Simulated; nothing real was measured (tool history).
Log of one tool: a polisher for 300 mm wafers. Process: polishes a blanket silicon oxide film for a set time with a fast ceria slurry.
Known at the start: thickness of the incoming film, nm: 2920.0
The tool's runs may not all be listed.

| run | hour | flow of slurry (ml/min) | pressure of the wafer on the pad (psi) | speed of the pad under the wafer (cm/s) | polishing time (s) | film removed (nm) |
|---|---|---|---|---|---|---|
| 1 | 0.0 | 175 | 2.7 | 106 | 39 | 593.81 |
| 2 | 4.1 | 175 | 2.5 | 106 | 39 | 552.41 |
| 3 | 12.4 | 205 | 2.5 | 106 | 39 | 562.45 |
| 4 | 19.7 | 205 | 1.9 | 106 | 39 | 428.52 |
| 5 | 25.6 | 205 | 1.9 | 90 | 39 | 374.15 |
| 6 | 26.8 | 205 | 2.1 | 90 | 39 | 405.93 |

Run 7 comes next. What will it give?
| 7 | 33.7 | 205 | 2.2 | 90 | 39 | ? |

film removed (nm): 430.08
